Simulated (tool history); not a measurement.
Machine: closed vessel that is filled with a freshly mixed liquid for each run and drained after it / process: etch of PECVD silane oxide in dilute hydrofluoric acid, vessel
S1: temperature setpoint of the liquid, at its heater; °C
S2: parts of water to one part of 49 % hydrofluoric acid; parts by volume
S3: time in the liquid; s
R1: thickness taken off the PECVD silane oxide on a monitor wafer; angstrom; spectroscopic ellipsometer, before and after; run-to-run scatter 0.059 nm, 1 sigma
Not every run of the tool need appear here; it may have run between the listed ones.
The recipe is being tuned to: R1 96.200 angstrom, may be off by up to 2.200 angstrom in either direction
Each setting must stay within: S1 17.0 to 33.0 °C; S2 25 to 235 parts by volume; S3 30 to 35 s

| run | hour | S1 | S2 | S3 | R1 |
|---|---|---|---|---|---|
| 1 | 0.0 | 25.0 | 130 | 35 | 80.029 |
| 2 | 1.6 | 26.0 | 130 | 35 | 84.036 |
| 3 | 5.5 | 27.5 | 130 | 35 | 87.868 |
| 4 | 6.6 | 27.5 | 160 | 35 | 69.452 |
| 5 | 14.4 | 27.5 | 160 | 35 | 68.769 |
| 6 | 22.0 | 25.0 | 160 | 35 | 63.501 |
| 7 | 30.9 | 26.5 | 155 | 35 | 70.016 |
| 8 | 40.0 | 26.5 | 155 | 35 | 69.465 |
| 9 | 43.4 | 27.5 | 150 | 35 | 74.354 |
| 10 | 45.4 | 28.5 | 145 | 35 | 80.478 |
| 11 | 53.8 | 28.5 | 145 | 35 | 80.578 |
| 12 | 62.5 | 29.5 | 145 | 35 | 83.577 |
| 13 | 70.4 | 30.0 | 145 | 35 | 85.585 |
| 14 | 71.9 | 30.5 | 145 | 35 | 86.111 |
| 15 | 74.0 | 31.0 | 145 | 35 | 89.086 |
| 16 | 79.6 | 31.5 | 145 | 35 | 89.557 |
| 17 | 83.4 | 33.0 | 140 | 35 | 98.726 |

Next run, 4 choices. One meets every target within its allowed miss, the rest don't. Which?
| A | 87.2 | 32.5 | 140 | 35 | ? |
| B | 87.2 | 30.0 | 110 | 30 | ? |
| C | 87.2 | 33.0 | 135 | 35 | ? |
| D | 87.2 | 32.5 | 135 | 35 | ? |

| move | R1 |
|---|---|
| A | 97.444 |
| B | 101.250 |
| C | 103.590 |
| D | 101.770 |
A: all results land within tolerance of their targets
B: its largest miss is bigger than the last run's
C: its largest miss is bigger than the last run's
D: its largest miss is bigger than the last run's
Go with A: it meets all targets.
